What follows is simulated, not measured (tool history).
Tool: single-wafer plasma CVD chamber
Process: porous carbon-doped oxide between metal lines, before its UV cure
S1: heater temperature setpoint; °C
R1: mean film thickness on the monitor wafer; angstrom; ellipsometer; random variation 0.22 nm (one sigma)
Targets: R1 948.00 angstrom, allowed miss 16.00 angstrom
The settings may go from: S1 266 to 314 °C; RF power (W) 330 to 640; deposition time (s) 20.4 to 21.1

run 1 hour=0.0 | S1=290 RF_power_(W)=485 deposition_time_(s)=20.4 | R1=1165.70
run 2 hour=4.0 | S1=290 RF_power_(W)=550 deposition_time_(s)=20.4 | R1=1270.60
run 3 hour=7.4 | S1=290 RF_power_(W)=550 deposition_time_(s)=20.4 | R1=1264.40
run 4 hour=13.7 | S1=290 RF_power_(W)=550 deposition_time_(s)=20.4 | R1=1268.00
run 5 hour=20.6 | S1=298 RF_power_(W)=510 deposition_time_(s)=20.4 | R1=1149.00
run 6 hour=27.8 | S1=298 RF_power_(W)=555 deposition_time_(s)=20.4 | R1=1218.80
run 7 hour=28.4 | S1=303 RF_power_(W)=515 deposition_time_(s)=20.4 | R1=1114.00
run 8 hour=32.7 | S1=307 RF_power_(W)=490 deposition_time_(s)=20.4 | R1=1056.50
run 9 hour=36.4 | S1=307 RF_power_(W)=490 deposition_time_(s)=20.4 | R1=1051.30
run 10 hour=41.2 | S1=309 RF_power_(W)=475 deposition_time_(s)=20.4 | R1=1018.10
run 11 hour=42.2 | S1=311 RF_power_(W)=465 deposition_time_(s)=20.4 | R1=989.35
run 12 hour=50.9 | S1=312 RF_power_(W)=460 deposition_time_(s)=20.4 | R1=975.03

5 next moves are on the table. One of them brings every result within its allowed miss. Which?
run A hour=59.6 | S1=314 RF_power_(W)=440 deposition_time_(s)=20.7 | R1=?
run B hour=59.6 | S1=313 RF_power_(W)=460 deposition_time_(s)=20.8 | R1=?
run C hour=59.6 | S1=314 RF_power_(W)=425 deposition_time_(s)=20.4 | R1=?
run D hour=59.6 | S1=300 RF_power_(W)=425 deposition_time_(s)=20.7 | R1=?
run E hour=59.6 | S1=313 RF_power_(W)=475 deposition_time_(s)=21.1 | R1=?

move=A R1=944.98
move=B R1=988.28
move=C R1=906.37
move=D R1=1001.70
move=E R1=1024.50
A: meets every target
B: further off than the last run
C: takes the result that was furthest off past its target
D: further off than the last run
E: further off than the last run
Move A is the one to make.
